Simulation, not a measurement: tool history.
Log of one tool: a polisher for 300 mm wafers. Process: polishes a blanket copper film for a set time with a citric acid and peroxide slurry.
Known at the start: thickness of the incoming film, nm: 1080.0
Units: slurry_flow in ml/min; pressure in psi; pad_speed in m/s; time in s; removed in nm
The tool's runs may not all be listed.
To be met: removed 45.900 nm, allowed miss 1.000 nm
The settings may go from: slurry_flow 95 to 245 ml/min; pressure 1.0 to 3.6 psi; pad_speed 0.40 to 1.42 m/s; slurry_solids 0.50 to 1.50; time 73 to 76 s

{"run": 1, "day": 0.0, "slurry_flow": 155, "pressure": 2.3, "pad_speed": 0.9, "slurry_solids": 1.0, "time": 73, "removed": 109.77}
{"run": 2, "day": 0.058, "slurry_flow": 150, "pressure": 2.0, "pad_speed": 0.84, "slurry_solids": 1.0, "time": 73, "removed": 90.21}
{"run": 3, "day": 0.258, "slurry_flow": 150, "pressure": 2.0, "pad_speed": 0.68, "slurry_solids": 1.0, "time": 73, "removed": 77.863}
{"run": 4, "day": 0.35, "slurry_flow": 150, "pressure": 2.0, "pad_speed": 0.68, "slurry_solids": 1.1, "time": 73, "removed": 80.085}
{"run": 5, "day": 0.529, "slurry_flow": 170, "pressure": 2.0, "pad_speed": 0.68, "slurry_solids": 1.1, "time": 73, "removed": 82.075}
{"run": 6, "day": 0.883, "slurry_flow": 160, "pressure": 1.8, "pad_speed": 0.66, "slurry_solids": 1.1, "time": 73, "removed": 72.238}
{"run": 7, "day": 1.171, "slurry_flow": 150, "pressure": 1.6, "pad_speed": 0.64, "slurry_solids": 1.1, "time": 73, "removed": 62.736}
{"run": 8, "day": 1.308, "slurry_flow": 140, "pressure": 1.5, "pad_speed": 0.64, "slurry_solids": 1.1, "time": 73, "removed": 58.664}
{"run": 9, "day": 1.567, "slurry_flow": 130, "pressure": 1.4, "pad_speed": 0.64, "slurry_solids": 1.1, "time": 73, "removed": 53.66}
{"run": 10, "day": 1.696, "slurry_flow": 125, "pressure": 1.4, "pad_speed": 0.64, "slurry_solids": 1.1, "time": 73, "removed": 53.048}
{"run": 11, "day": 1.921, "slurry_flow": 120, "pressure": 1.4, "pad_speed": 0.64, "slurry_solids": 1.1, "time": 73, "removed": 52.635}
{"run": 12, "day": 2.096, "slurry_flow": 115, "pressure": 1.4, "pad_speed": 0.64, "slurry_solids": 1.1, "time": 73, "removed": 51.961}
{"run": 13, "day": 2.396, "slurry_flow": 110, "pressure": 1.4, "pad_speed": 0.64, "slurry_solids": 1.1, "time": 73, "removed": 51.71}
{"run": 14, "day": 2.771, "slurry_flow": 105, "pressure": 1.4, "pad_speed": 0.64, "slurry_solids": 1.1, "time": 73, "removed": 51.47}
{"run": 15, "day": 2.875, "slurry_flow": 105, "pressure": 1.4, "pad_speed": 0.64, "slurry_solids": 1.1, "time": 73, "removed": 51.157}
{"run": 16, "day": 2.95, "slurry_flow": 105, "pressure": 1.4, "pad_speed": 0.64, "slurry_solids": 1.1, "time": 73, "removed": 51.599}
{"run": 17, "day": 3.0, "slurry_flow": 100, "pressure": 1.3, "pad_speed": 0.64, "slurry_solids": 1.1, "time": 73, "removed": 47.135}

Which of these 4 next moves meets every target?
{"run": "A", "day": 3.05, "slurry_flow": 95, "pressure": 1.6, "pad_speed": 0.5, "slurry_solids": 1.1, "time": 73, "removed": "?"}
{"run": "B", "day": 3.05, "slurry_flow": 95, "pressure": 1.2, "pad_speed": 0.66, "slurry_solids": 1.15, "time": 75, "removed": "?"}
{"run": "C", "day": 3.05, "slurry_flow": 135, "pressure": 1.2, "pad_speed": 0.64, "slurry_solids": 1.15, "time": 76, "removed": "?"}
{"run": "D", "day": 3.05, "slurry_flow": 95, "pressure": 1.3, "pad_speed": 0.78, "slurry_solids": 0.85, "time": 73, "removed": "?"}

move=A removed=48.246
move=B removed=46.133
move=C removed=49.695
move=D removed=49.556
A: further off than the last run
B: meets every target
C: further off than the last run
D: further off than the last run
Answer: B
